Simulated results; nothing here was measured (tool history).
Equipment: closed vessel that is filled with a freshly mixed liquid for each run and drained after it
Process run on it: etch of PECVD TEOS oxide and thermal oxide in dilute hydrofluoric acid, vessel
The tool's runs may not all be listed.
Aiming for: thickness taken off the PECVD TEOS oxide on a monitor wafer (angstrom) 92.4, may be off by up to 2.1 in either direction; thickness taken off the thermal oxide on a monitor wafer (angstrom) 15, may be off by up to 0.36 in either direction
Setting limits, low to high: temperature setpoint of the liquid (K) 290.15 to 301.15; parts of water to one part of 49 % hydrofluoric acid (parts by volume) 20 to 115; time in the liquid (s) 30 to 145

| run | hour | temperature setpoint of the liquid (K) | parts of water to one part of 49 % hydrofluoric acid (parts by volume) | time in the liquid (s) | thickness taken off the PECVD TEOS oxide on a monitor wafer (angstrom) | thickness taken off the thermal oxide on a monitor wafer (angstrom) |
|---|---|---|---|---|---|---|
| 1 | 0 | 293.15 | 65 | 75 | 259.45 | 41.89 |
| 2 | 4.6 | 294.65 | 65 | 75 | 274.28 | 44.288 |
| 3 | 7.9 | 296.15 | 65 | 75 | 293.51 | 47.256 |
| 4 | 11.2 | 296.15 | 55 | 75 | 351.29 | 57.162 |
| 5 | 14.3 | 296.15 | 55 | 95 | 445.12 | 71.981 |
| 6 | 20.9 | 294.65 | 70 | 90 | 305.27 | 49.301 |
| 7 | 29.2 | 294.65 | 70 | 90 | 304.97 | 49.162 |
| 8 | 30.6 | 293.65 | 80 | 85 | 238.34 | 38.913 |
|  | 37.9 | thermometer replaced |
| 9 | 37.9 | 292.65 | 90 | 80 | 207.52 | 33.562 |
| 10 | 41.3 | 292.15 | 95 | 70 | 167.3 | 27.012 |
| 11 | 47.1 | 292.15 | 95 | 70 | 165.23 | 27.152 |
| 12 | 55.8 | 291.65 | 100 | 65 | 142.8 | 23.318 |
| 13 | 64.5 | 291.15 | 105 | 60 | 122.91 | 19.735 |
| 14 | 71.3 | 290.65 | 110 | 60 | 113.72 | 18.731 |
| 15 | 72.5 | 290.65 | 110 | 55 | 104.93 | 17.062 |
| 16 | 80.2 | 290.15 | 115 | 55 | 97.484 | 15.714 |
| 17 | 84.1 | 290.15 | 115 | 50 | 89.199 | 14.477 |

Which one of the following 4 next-run settings gets every result inside its allowed miss? There is exactly one.
| A | 88 | 291.15 | 110 | 50 | ? | ? |
| B | 88 | 291.65 | 85 | 35 | ? | ? |
| C | 88 | 290.65 | 115 | 55 | ? | ? |
| D | 88 | 290.15 | 115 | 55 | ? | ? |

| move | thickness taken off the PECVD TEOS oxide on a monitor wafer (angstrom) | thickness taken off the thermal oxide on a monitor wafer (angstrom) |
|---|---|---|
| A | 96.66 | 15.932 |
| B | 91.847 | 15.139 |
| C | 99.094 | 16.334 |
| D | 97.048 | 15.996 |
A: takes the result that was furthest off past its target
B: all results land within tolerance of their targets
C: takes the result that was furthest off past its target
D: takes the result that was furthest off past its target
Move B is the one to make.
